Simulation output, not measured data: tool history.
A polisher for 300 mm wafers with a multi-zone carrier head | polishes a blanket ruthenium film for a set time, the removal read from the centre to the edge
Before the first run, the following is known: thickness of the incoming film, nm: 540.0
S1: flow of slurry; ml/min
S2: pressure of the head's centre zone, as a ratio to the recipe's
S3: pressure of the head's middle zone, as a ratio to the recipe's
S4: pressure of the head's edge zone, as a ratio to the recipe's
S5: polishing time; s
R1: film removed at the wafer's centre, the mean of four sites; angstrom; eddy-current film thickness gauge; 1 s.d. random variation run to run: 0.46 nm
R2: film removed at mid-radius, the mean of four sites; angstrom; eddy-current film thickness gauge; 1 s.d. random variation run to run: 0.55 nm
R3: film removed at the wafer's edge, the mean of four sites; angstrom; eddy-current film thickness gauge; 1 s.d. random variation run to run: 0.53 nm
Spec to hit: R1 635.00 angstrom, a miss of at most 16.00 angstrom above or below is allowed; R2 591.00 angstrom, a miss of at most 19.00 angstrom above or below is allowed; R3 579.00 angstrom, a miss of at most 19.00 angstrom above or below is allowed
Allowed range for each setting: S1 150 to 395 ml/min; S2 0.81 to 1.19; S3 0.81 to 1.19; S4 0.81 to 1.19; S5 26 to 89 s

{"run": 1, "hour": 0.0, "S1": 250, "S2": 1.0, "S3": 1.0, "S4": 1.0, "S5": 57, "R1": 1011.1, "R2": 970.44, "R3": 982.4}
{"run": 2, "hour": 1.1, "S1": 250, "S2": 1.0, "S3": 0.99, "S4": 0.97, "S5": 51, "R1": 907.04, "R2": 868.13, "R3": 876.77}
{"run": 3, "hour": 4.0, "S1": 250, "S2": 0.96, "S3": 0.99, "S4": 0.97, "S5": 51, "R1": 876.81, "R2": 868.83, "R3": 876.24}
{"run": 4, "hour": 8.5, "S1": 250, "S2": 0.96, "S3": 0.99, "S4": 0.97, "S5": 62, "R1": 1056.9, "R2": 1049.1, "R3": 1075.9}
{"run": 5, "hour": 14.8, "S1": 250, "S2": 0.97, "S3": 0.98, "S4": 0.95, "S5": 55, "R1": 944.59, "R2": 912.9, "R3": 942.0}
{"run": 6, "hour": 18.4, "S1": 250, "S2": 0.98, "S3": 0.98, "S4": 0.94, "S5": 49, "R1": 854.44, "R2": 820.86, "R3": 835.07}
{"run": 7, "hour": 26.5, "S1": 250, "S2": 0.99, "S3": 0.98, "S4": 0.92, "S5": 45, "R1": 776.53, "R2": 754.15, "R3": 762.16}
{"run": 8, "hour": 31.9, "S1": 245, "S2": 1.08, "S3": 0.96, "S4": 0.82, "S5": 32, "R1": 610.81, "R2": 525.64, "R3": 522.82}
{"run": 9, "hour": 35.1, "S1": 315, "S2": 1.03, "S3": 1.01, "S4": 0.9, "S5": 32, "R1": 594.06, "R2": 565.85, "R3": 546.27}
{"run": 10, "hour": 38.5, "S1": 310, "S2": 1.04, "S3": 1.01, "S4": 0.92, "S5": 32, "R1": 592.8, "R2": 561.27, "R3": 548.99}
{"run": 11, "hour": 46.9, "S1": 310, "S2": 1.05, "S3": 1.01, "S4": 0.93, "S5": 32, "R1": 611.88, "R2": 560.62, "R3": 552.39}
{"hour": 49.3, "done": "worn pad replaced by a new one"}
{"run": 12, "hour": 49.3, "S1": 310, "S2": 1.05, "S3": 1.02, "S4": 0.94, "S5": 32, "R1": 660.48, "R2": 621.63, "R3": 604.65}
{"run": 13, "hour": 51.4, "S1": 320, "S2": 1.05, "S3": 1.02, "S4": 0.94, "S5": 32, "R1": 671.46, "R2": 623.31, "R3": 611.1}

Below are 5 possible settings for the next run. Only one of them brings all results inside the allowed miss of their targets. Which is it?
{"run": "A", "hour": 53.5, "S1": 290, "S2": 0.95, "S3": 0.94, "S4": 0.99, "S5": 33, "R1": "?", "R2": "?", "R3": "?"}
{"run": "B", "hour": 53.5, "S1": 320, "S2": 1.04, "S3": 1.01, "S4": 0.91, "S5": 31, "R1": "?", "R2": "?", "R3": "?"}
{"run": "C", "hour": 53.5, "S1": 245, "S2": 1.13, "S3": 1.01, "S4": 0.84, "S5": 32, "R1": "?", "R2": "?", "R3": "?"}
{"run": "D", "hour": 53.5, "S1": 275, "S2": 1.18, "S3": 1.19, "S4": 0.95, "S5": 31, "R1": "?", "R2": "?", "R3": "?"}
{"run": "E", "hour": 53.5, "S1": 265, "S2": 1.1, "S3": 0.95, "S4": 0.88, "S5": 34, "R1": "?", "R2": "?", "R3": "?"}

move=A R1=619.09 R2=591.07 R3=639.48
move=B R1=643.24 R2=594.42 R3=589.87
move=C R1=703.28 R2=599.11 R3=585.67
move=D R1=721.05 R2=674.76 R3=589.67
move=E R1=732.90 R2=609.10 R3=633.84
A: corrects the largest miss of the last run, while another result sits out of spec
B: every result lands within tolerance
C: lands further from the targets than the last run did
D: lands further from the targets than the last run did
E: lands further from the targets than the last run did
The move that meets every target is B.
